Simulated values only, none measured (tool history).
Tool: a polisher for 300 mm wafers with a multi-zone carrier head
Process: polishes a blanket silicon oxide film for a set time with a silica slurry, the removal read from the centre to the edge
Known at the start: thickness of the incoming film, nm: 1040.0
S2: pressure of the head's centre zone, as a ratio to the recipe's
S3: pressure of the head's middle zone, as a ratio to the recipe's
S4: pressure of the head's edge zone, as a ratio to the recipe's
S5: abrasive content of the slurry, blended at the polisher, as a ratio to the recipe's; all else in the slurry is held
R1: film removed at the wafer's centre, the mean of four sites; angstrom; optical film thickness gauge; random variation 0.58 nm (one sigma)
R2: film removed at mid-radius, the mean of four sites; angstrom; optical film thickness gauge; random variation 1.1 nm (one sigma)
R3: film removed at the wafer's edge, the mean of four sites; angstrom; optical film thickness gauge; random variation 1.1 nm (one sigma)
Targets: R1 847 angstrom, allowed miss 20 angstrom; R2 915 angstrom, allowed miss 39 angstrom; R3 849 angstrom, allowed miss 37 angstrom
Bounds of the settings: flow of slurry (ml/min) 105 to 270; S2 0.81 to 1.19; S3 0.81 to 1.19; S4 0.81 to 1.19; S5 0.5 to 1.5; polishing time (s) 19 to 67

{"run": 1, "hour": 0.0, "flow of slurry (ml/min)": 175, "S2": 1, "S3": 1, "S4": 1, "S5": 1, "polishing time (s)": 43, "R1": 1504.5, "R2": 1516.9, "R3": 1491.9}
{"run": 2, "hour": 5.1, "flow of slurry (ml/min)": 175, "S2": 1, "S3": 1, "S4": 0.92, "S5": 1, "polishing time (s)": 43, "R1": 1528.8, "R2": 1522.5, "R3": 1447.3}
{"run": 3, "hour": 14.1, "flow of slurry (ml/min)": 175, "S2": 1, "S3": 1, "S4": 0.86, "S5": 1, "polishing time (s)": 43, "R1": 1527.3, "R2": 1501.2, "R3": 1424.4}
{"run": 4, "hour": 17.7, "flow of slurry (ml/min)": 175, "S2": 1, "S3": 1, "S4": 0.86, "S5": 1.15, "polishing time (s)": 43, "R1": 1597.8, "R2": 1605.9, "R3": 1490}
{"run": 5, "hour": 24.7, "flow of slurry (ml/min)": 170, "S2": 0.97, "S3": 1.02, "S4": 0.85, "S5": 0.95, "polishing time (s)": 39, "R1": 1292, "R2": 1365.8, "R3": 1261.2}
{"run": 6, "hour": 29.4, "flow of slurry (ml/min)": 170, "S2": 0.91, "S3": 1.02, "S4": 0.85, "S5": 0.95, "polishing time (s)": 39, "R1": 1218, "R2": 1353.1, "R3": 1247.2}
{"run": 7, "hour": 30.2, "flow of slurry (ml/min)": 175, "S2": 0.92, "S3": 1.02, "S4": 0.84, "S5": 0.8, "polishing time (s)": 36, "R1": 1072.7, "R2": 1180.5, "R3": 1058.4}
{"run": 8, "hour": 38.8, "flow of slurry (ml/min)": 180, "S2": 0.9, "S3": 0.99, "S4": 0.84, "S5": 0.7, "polishing time (s)": 35, "R1": 980.17, "R2": 1063.5, "R3": 992.27}

5 next moves are on the table. One of them brings every result within its allowed miss. Which?
{"run": "A", "hour": 47.4, "flow of slurry (ml/min)": 165, "S2": 0.91, "S3": 0.98, "S4": 0.81, "S5": 0.55, "polishing time (s)": 34, "R1": "?", "R2": "?", "R3": "?"}
{"run": "B", "hour": 47.4, "flow of slurry (ml/min)": 135, "S2": 0.81, "S3": 0.9, "S4": 0.89, "S5": 0.7, "polishing time (s)": 34, "R1": "?", "R2": "?", "R3": "?"}
{"run": "C", "hour": 47.4, "flow of slurry (ml/min)": 170, "S2": 0.89, "S3": 0.99, "S4": 0.85, "S5": 0.65, "polishing time (s)": 39, "R1": "?", "R2": "?", "R3": "?"}
{"run": "D", "hour": 47.4, "flow of slurry (ml/min)": 175, "S2": 0.81, "S3": 0.98, "S4": 0.93, "S5": 0.6, "polishing time (s)": 33, "R1": "?", "R2": "?", "R3": "?"}
{"run": "E", "hour": 47.4, "flow of slurry (ml/min)": 165, "S2": 0.88, "S3": 1.01, "S4": 0.83, "S5": 0.7, "polishing time (s)": 30, "R1": "?", "R2": "?", "R3": "?"}

move=A R1=843.03 R2=920.24 R3=849.31
move=B R1=792.52 R2=911.83 R3=953.68
move=C R1=1021 R2=1148.8 R3=1072
move=D R1=763.76 R2=936.72 R3=917.22
move=E R1=796.23 R2=922.12 R3=838.14
A: meets every target
B: takes the result that was furthest off past its target
C: further off than the last run
D: takes the result that was furthest off past its target
E: takes the result that was furthest off past its target
The right move is A.

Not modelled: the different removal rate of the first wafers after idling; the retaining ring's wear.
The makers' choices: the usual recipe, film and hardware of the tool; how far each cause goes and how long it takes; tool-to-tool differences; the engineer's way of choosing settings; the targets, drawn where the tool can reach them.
